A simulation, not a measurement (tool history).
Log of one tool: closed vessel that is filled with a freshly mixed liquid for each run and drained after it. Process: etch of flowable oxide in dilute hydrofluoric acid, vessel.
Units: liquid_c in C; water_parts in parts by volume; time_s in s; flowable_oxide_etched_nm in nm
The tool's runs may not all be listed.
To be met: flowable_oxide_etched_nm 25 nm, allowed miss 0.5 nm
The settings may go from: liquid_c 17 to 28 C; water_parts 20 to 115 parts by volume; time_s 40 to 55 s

run 1 hour=0 | liquid_c=20 water_parts=65 time_s=55 | flowable_oxide_etched_nm=15.739
run 2 hour=5.7 | liquid_c=17.5 water_parts=65 time_s=55 | flowable_oxide_etched_nm=14.067
run 3 hour=8.9 | liquid_c=19.5 water_parts=65 time_s=55 | flowable_oxide_etched_nm=15.41
run 4 hour=14.6 | liquid_c=21 water_parts=65 time_s=55 | flowable_oxide_etched_nm=16.443
-- hour=24 hydrofluoric acid flow meter replaced
run 5 hour=24 | liquid_c=22.5 water_parts=65 time_s=55 | flowable_oxide_etched_nm=19.162
run 6 hour=31.4 | liquid_c=23 water_parts=65 time_s=55 | flowable_oxide_etched_nm=19.765
run 7 hour=33.7 | liquid_c=23.5 water_parts=65 time_s=55 | flowable_oxide_etched_nm=19.992
run 8 hour=42.1 | liquid_c=24 water_parts=65 time_s=55 | flowable_oxide_etched_nm=20.548
run 9 hour=48.8 | liquid_c=24.5 water_parts=65 time_s=55 | flowable_oxide_etched_nm=21.041
run 10 hour=53.3 | liquid_c=25 water_parts=65 time_s=55 | flowable_oxide_etched_nm=21.123
run 11 hour=56.6 | liquid_c=25.5 water_parts=65 time_s=55 | flowable_oxide_etched_nm=21.486
run 12 hour=63.1 | liquid_c=28 water_parts=60 time_s=55 | flowable_oxide_etched_nm=26.3
run 13 hour=67 | liquid_c=27.5 water_parts=60 time_s=55 | flowable_oxide_etched_nm=25.7

Which of these 5 next moves meets every target?
run A hour=70.9 | liquid_c=27 water_parts=50 time_s=45 | flowable_oxide_etched_nm=?
run B hour=70.9 | liquid_c=28 water_parts=55 time_s=50 | flowable_oxide_etched_nm=?
run C hour=70.9 | liquid_c=28 water_parts=60 time_s=55 | flowable_oxide_etched_nm=?
run D hour=70.9 | liquid_c=25.5 water_parts=50 time_s=50 | flowable_oxide_etched_nm=?
run E hour=70.9 | liquid_c=28 water_parts=45 time_s=40 | flowable_oxide_etched_nm=?

move=A flowable_oxide_etched_nm=24.988
move=B flowable_oxide_etched_nm=26.08
move=C flowable_oxide_etched_nm=26.108
move=D flowable_oxide_etched_nm=26.131
move=E flowable_oxide_etched_nm=25.877
A: meets every target
B: further off than the last run
C: further off than the last run
D: further off than the last run
E: further off than the last run
Move A is the one to make.
